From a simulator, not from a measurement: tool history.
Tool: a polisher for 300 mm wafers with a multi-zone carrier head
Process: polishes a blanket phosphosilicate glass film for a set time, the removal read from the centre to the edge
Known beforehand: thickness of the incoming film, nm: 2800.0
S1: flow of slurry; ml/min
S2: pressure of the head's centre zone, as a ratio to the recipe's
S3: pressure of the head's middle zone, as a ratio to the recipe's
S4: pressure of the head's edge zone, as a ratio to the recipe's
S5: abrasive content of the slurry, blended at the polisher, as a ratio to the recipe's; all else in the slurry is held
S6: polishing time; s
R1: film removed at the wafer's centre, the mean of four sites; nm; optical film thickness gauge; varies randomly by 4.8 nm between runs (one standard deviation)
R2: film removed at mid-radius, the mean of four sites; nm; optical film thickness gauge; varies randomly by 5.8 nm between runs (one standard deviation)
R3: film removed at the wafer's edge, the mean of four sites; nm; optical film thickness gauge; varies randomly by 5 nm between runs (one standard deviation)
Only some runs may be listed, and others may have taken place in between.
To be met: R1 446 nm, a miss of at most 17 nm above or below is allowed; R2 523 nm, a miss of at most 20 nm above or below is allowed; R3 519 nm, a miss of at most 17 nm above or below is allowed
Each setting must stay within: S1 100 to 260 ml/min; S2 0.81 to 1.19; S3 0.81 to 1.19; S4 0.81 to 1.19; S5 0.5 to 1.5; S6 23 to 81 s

run  hour   S1    S2    S3    S4    S5  S6      R1      R2      R3
  1     0  165     1     1     1     1  52  524.06  525.58  503.77
  2   2.6  165     1     1     1     1  40  404.85  403.42  389.84
  3  10.5  165  1.06     1     1     1  40  425.03  406.72  390.91
  4  13.3  170  1.04  1.01  1.02  1.05  40  423.31  412.29  417.57
  5  21.1  175  1.03  1.03  1.02  1.05  40  426.36  431.84  415.29
  6  22.9  175  1.06  1.03  1.02  1.05  40  437.54  412.22  403.23
  7  26.4  180  1.04  1.04  1.03   1.1  40  446.13  426.16  422.49
  8    32  180  1.01  1.06  1.04  1.15  40  429.54  451.74  434.59
  9  37.5  185     1  1.07  1.05  1.15  40  442.27  458.28   447.4
 10  42.6  185     1  1.07  1.05  1.15  40  428.23  461.73  437.83
 11  50.3  190  0.99  1.07  1.06  1.15  40  431.41  459.06  445.29
 12  52.4  195  0.98  1.08  1.07  1.15  40  420.43  458.18  451.12
 13  55.2  195  0.98  1.09  1.08  1.15  40  427.59  475.08  450.72
 14  60.4  225   0.9  1.06  1.18   1.3  40  421.77  491.33  498.06

4 candidate next runs follow, results not yet known. Just one meets every target within its allowed miss. Identify it.
  A  65.6  245  0.96  1.12  1.11  1.35  38   ?   ?   ?
  B  65.6  180   0.9  1.04  1.19  1.45  36   ?   ?   ?
  C  65.6  230  0.91  1.09  1.17   1.2  43   ?   ?   ?
  D  65.6  250  0.96  1.01  1.11  1.45  39   ?   ?   ?

move      R1      R2      R3
   A  449.82  502.82  479.44
   B  394.35  446.77  472.21
   C  453.74  524.84  526.06
   D  476.33  492.24   508.3
A: misses by more than the last run did
B: misses by more than the last run did
C: meets every target
D: misses by more than the last run did
Move C is the one to make.

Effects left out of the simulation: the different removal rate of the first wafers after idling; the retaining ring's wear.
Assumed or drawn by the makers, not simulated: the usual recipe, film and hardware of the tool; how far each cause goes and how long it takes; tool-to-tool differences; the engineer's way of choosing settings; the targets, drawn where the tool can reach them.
